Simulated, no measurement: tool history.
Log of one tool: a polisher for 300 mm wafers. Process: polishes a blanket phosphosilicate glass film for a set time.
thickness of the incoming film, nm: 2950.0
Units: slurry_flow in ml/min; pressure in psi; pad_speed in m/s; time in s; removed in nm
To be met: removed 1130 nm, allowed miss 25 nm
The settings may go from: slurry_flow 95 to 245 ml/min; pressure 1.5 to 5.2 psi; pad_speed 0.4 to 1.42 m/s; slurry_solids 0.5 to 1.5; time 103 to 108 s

run  hour  slurry_flow  pressure  pad_speed  slurry_solids  time  removed
  1     0          155       3.3        0.9              1   103   995.48
  2   1.8          190       3.3        0.9              1   103    997.1
  3     8          190         3        0.9              1   103   921.14
  4    13          190         3        0.9            1.2   103   1012.5
  5  16.5          190         3       0.76            1.2   103   881.91
  6  18.4          190       2.6       0.76            1.2   103   767.46
  7  19.8          190       2.7       0.76            1.2   103   799.78
  8  25.7          190       2.8       0.76            1.2   103   822.24
  9  33.2          190       2.9       0.76            1.2   103   865.02
 10  34.9          225       3.7       0.76            1.2   103   1088.8

4 next moves are on the table. One of them brings every result within its allowed miss. Which?
  A  36.6          215       3.6       0.68            1.4   108        ?
  B  36.6          245       3.6       0.72           1.45   104        ?
  C  36.6          230       3.8       0.74            1.1   104        ?
  D  36.6          190       4.1       0.68           1.05   108        ?

move  removed
   A   1085.2
   B     1122
   C   1068.1
   D   1070.9
A: further off than the last run
B: meets every target
C: further off than the last run
D: further off than the last run
Answer: B
